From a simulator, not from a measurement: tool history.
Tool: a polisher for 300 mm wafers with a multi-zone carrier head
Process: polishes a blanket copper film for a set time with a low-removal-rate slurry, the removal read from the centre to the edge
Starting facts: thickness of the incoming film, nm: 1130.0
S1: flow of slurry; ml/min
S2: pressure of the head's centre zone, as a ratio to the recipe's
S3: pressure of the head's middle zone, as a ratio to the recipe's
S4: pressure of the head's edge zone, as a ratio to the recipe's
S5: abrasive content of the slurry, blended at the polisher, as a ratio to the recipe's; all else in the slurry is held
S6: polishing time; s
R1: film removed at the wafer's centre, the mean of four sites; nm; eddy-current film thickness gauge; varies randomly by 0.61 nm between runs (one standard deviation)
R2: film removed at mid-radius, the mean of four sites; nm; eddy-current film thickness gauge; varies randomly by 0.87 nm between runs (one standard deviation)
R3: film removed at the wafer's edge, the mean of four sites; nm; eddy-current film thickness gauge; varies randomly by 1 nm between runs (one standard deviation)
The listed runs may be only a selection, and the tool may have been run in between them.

Run 1, hour 0: S1 150 ml/min, S2 1, S3 1, S4 1, S5 1, S6 88 s. Result: R1 144.53 nm, R2 145.31 nm, R3 146.61 nm.
Run 2, hour 1.2: S1 145 ml/min, S2 0.98, S3 0.97, S4 0.99, S5 0.9, S6 85 s. Result: R1 132.02 nm, R2 131.15 nm, R3 135.86 nm.
Run 3, hour 7: S1 145 ml/min, S2 0.98, S3 0.97, S4 0.99, S5 0.7, S6 85 s. Result: R1 128.27 nm, R2 125.37 nm, R3 131.6 nm.
Run 4, hour 9.8: S1 145 ml/min, S2 0.98, S3 0.97, S4 1.05, S5 0.7, S6 85 s. Result: R1 127.89 nm, R2 126.81 nm, R3 135.42 nm.
Run 5, hour 12.5: S1 140 ml/min, S2 0.96, S3 0.95, S4 1.03, S5 0.65, S6 82 s. Result: R1 118.4 nm, R2 117.36 nm, R3 127.69 nm.
Run 6, hour 13.3: S1 135 ml/min, S2 0.94, S3 0.93, S4 1, S5 0.6, S6 80 s. Result: R1 109.49 nm, R2 108.45 nm, R3 120.07 nm.
Run 7, hour 16.4: S1 130 ml/min, S2 0.92, S3 0.92, S4 0.97, S5 0.6, S6 79 s. Result: R1 106.31 nm, R2 108.22 nm, R3 115.17 nm.
Run 8, hour 17.5: S1 125 ml/min, S2 0.91, S3 0.9, S4 0.97, S5 0.6, S6 77 s. Result: R1 100.94 nm, R2 101.57 nm, R3 111.09 nm.

Run 9 is up next; what results do you expect?
Run 9, hour 18: S1 120 ml/min, S2 0.9, S3 0.89, S4 0.97, S5 0.6, S6 76 s. Result: R1 ?, R2 ?, R3 ?.

R1: 97.641 nm
R2: 98.696 nm
R3: 110.37 nm

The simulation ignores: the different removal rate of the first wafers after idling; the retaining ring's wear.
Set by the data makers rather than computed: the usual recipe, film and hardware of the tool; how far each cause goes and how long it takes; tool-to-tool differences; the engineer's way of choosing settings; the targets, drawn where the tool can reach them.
